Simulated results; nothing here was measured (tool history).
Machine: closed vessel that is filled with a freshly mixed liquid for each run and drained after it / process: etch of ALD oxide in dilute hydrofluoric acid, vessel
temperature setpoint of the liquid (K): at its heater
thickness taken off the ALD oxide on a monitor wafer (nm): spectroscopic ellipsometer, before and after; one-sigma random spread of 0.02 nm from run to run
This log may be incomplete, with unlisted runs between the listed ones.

run  hour  temperature setpoint of the liquid (K)  parts of water to one part of 49 % hydrofluoric acid (parts by volume)  time in the liquid (s)  thickness taken off the ALD oxide on a monitor wafer (nm)
  1     0                                  295.15                                                                     180                      30                                                     2.3682
  2   8.7                                  297.15                                                                     180                      30                                                     2.6076
  3  11.5                                  297.65                                                                     180                      30                                                     2.6295
  4  19.8                                  298.15                                                                     180                      30                                                     2.7002
  5  25.3                                  298.15                                                                     180                      30                                                     2.6831
  6  33.3                                  298.65                                                                     180                      30                                                     2.7727

Run 7 is up next; what results do you expect?
  7  38.3                                  299.15                                                                     180                      30                                                          ?

{"run 7": {"thickness taken off the ALD oxide on a monitor wafer (nm)": 2.7567}}
